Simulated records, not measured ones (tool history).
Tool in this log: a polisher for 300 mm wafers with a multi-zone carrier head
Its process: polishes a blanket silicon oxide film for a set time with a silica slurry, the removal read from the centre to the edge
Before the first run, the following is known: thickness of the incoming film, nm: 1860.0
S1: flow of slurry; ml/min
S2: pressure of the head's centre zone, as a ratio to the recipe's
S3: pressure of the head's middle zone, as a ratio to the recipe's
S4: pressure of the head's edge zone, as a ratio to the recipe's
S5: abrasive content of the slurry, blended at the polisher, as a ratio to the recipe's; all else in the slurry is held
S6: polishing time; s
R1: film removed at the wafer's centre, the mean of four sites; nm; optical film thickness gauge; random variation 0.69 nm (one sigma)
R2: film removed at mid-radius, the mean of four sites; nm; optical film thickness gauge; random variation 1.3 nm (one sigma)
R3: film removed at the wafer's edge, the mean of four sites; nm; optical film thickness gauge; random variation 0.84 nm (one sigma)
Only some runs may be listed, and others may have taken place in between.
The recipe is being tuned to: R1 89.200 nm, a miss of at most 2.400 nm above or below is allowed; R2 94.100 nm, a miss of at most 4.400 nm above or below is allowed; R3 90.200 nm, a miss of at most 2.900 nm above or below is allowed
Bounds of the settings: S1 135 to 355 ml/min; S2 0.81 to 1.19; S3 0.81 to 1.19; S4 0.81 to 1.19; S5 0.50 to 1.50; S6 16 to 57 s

run,hour,S1,S2,S3,S4,S5,S6,R1,R2,R3
1,0.0,225,1.00,1.00,1.00,1.00,36,111.860,112.500,112.850
2,6.6,220,0.98,0.99,0.95,0.90,36,101.050,100.780,101.660
3,10.6,210,0.96,1.00,0.91,0.90,36,99.197,101.950,99.034
4,18.5,210,0.96,1.00,0.91,0.90,28,77.407,80.065,77.702
5,19.1,230,0.98,1.02,0.96,0.90,28,79.504,80.127,79.637
6,23.8,220,0.99,1.05,0.99,0.95,28,82.285,89.617,85.138
7,32.2,225,1.01,1.06,1.01,0.95,28,84.360,89.419,84.447
8,35.9,230,1.02,1.06,1.03,0.95,28,85.916,88.018,85.484
9,44.5,235,1.02,1.07,1.05,0.95,28,86.187,90.071,85.507
10,52.1,260,1.02,1.06,1.12,1.00,28,90.182,93.221,94.217
11,55.9,255,1.02,1.07,1.11,1.00,28,89.623,92.484,94.513
12,60.5,270,1.03,1.12,1.01,0.95,28,88.668,90.955,85.555

4 candidate next runs follow, results not yet known. Just one meets every target within its allowed miss. Identify it.
A,65.1,285,1.05,1.10,0.96,0.85,30,?,?,?
B,65.1,290,0.99,1.07,1.01,1.00,28,?,?,?
C,65.1,325,1.11,1.12,1.04,0.85,27,?,?,?
D,65.1,285,1.07,1.15,0.84,1.00,26,?,?,?

move,R1,R2,R3
A,90.255,91.610,83.797
B,88.411,93.019,89.243
C,87.179,84.807,79.164
D,88.648,91.696,75.883
A: misses by more than the last run did
B: hits every target within its allowed miss
C: misses by more than the last run did
D: misses by more than the last run did
B is the move that brings every result within its allowed miss.
